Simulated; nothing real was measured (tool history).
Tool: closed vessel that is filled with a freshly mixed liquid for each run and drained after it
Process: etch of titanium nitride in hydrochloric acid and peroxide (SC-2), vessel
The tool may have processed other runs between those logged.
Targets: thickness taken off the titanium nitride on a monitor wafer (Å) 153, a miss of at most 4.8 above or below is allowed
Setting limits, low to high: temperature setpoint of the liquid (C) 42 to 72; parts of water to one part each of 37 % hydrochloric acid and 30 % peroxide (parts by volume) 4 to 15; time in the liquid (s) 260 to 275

run,hour,temperature setpoint of the liquid (C),parts of water to one part each of 37 % hydrochloric acid and 30 % peroxide (parts by volume),time in the liquid (s),thickness taken off the titanium nitride on a monitor wafer (Å)
1,0,58,8.5,260,122.74
2,9.3,58,8.5,260,122.61
3,16,58,10.5,260,103.67
4,20.7,58,9,260,116.41
5,27,58,11,260,98.766
6,34.3,58,11,275,106.65
7,35.3,60,11,275,119.72
8,36.4,65,11,275,161.45
9,42.7,64.5,11,275,159.85

Of the 5 settings listed for the next run, only one would bring every result within its allowed miss of target. Which one?
A,49,63,10,270,?
B,49,61.5,8.5,275,?
C,49,67.5,13,275,?
D,49,65,11,275,?
E,49,65.5,9.5,260,?

move,thickness taken off the titanium nitride on a monitor wafer (Å)
A,152.12
B,161.37
C,162.95
D,161.65
E,178.11
A: each result inside its tolerance
B: further off than the last run
C: further off than the last run
D: further off than the last run
E: further off than the last run
The right move is A.
